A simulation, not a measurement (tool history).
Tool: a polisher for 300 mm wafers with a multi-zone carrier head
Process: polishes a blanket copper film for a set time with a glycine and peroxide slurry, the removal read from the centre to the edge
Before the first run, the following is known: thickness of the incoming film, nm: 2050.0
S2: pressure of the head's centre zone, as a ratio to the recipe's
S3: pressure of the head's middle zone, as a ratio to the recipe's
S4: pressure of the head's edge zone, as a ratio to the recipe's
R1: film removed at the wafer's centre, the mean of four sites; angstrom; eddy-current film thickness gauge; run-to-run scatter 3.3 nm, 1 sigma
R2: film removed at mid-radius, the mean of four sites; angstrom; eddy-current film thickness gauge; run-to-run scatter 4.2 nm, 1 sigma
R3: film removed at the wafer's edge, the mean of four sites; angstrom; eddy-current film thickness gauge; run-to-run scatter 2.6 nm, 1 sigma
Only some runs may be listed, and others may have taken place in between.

run 1 hour=0 | flow_of_slurry_(ml/min)=270 S2=1 S3=1 S4=1 polishing_time_(s)=64 | R1=3602 R2=3676.7 R3=3558.5
run 2 hour=6.3 | flow_of_slurry_(ml/min)=280 S2=1.01 S3=1.03 S4=1.01 polishing_time_(s)=64 | R1=3652.5 R2=3813.9 R3=3585.2
run 3 hour=12.7 | flow_of_slurry_(ml/min)=280 S2=1.01 S3=1.03 S4=1.01 polishing_time_(s)=73 | R1=4138.6 R2=4329.6 R3=4140.6
run 4 hour=18.8 | flow_of_slurry_(ml/min)=280 S2=1.01 S3=0.98 S4=1.01 polishing_time_(s)=73 | R1=4146.3 R2=4104.1 R3=4066.7
run 5 hour=22.6 | flow_of_slurry_(ml/min)=280 S2=1.01 S3=0.98 S4=0.98 polishing_time_(s)=73 | R1=4167.1 R2=4123.1 R3=4074.3
run 6 hour=28 | flow_of_slurry_(ml/min)=285 S2=1.02 S3=1 S4=0.96 polishing_time_(s)=72 | R1=4054.9 R2=4161.7 R3=4009.2
run 7 hour=33.1 | flow_of_slurry_(ml/min)=300 S2=1.12 S3=1.09 S4=0.86 polishing_time_(s)=71 | R1=4538.5 R2=4437.2 R3=3716
run 8 hour=38.1 | flow_of_slurry_(ml/min)=295 S2=1.1 S3=1.09 S4=0.87 polishing_time_(s)=71 | R1=4405.1 R2=4413.9 R3=3767.1
run 9 hour=43.9 | flow_of_slurry_(ml/min)=290 S2=1.09 S3=1.09 S4=0.87 polishing_time_(s)=71 | R1=4330.2 R2=4458.6 R3=3755.5
run 10 hour=50.9 | flow_of_slurry_(ml/min)=285 S2=1.08 S3=1.09 S4=0.87 polishing_time_(s)=71 | R1=4295.6 R2=4406.3 R3=3755.3

Forecast run 11:
run 11 hour=54.6 | flow_of_slurry_(ml/min)=285 S2=1.07 S3=1.09 S4=0.87 polishing_time_(s)=71 | R1=? R2=? R3=?

{"run 11": {"R1": 4262.5, "R2": 4495.6, "R3": 3713.8}}
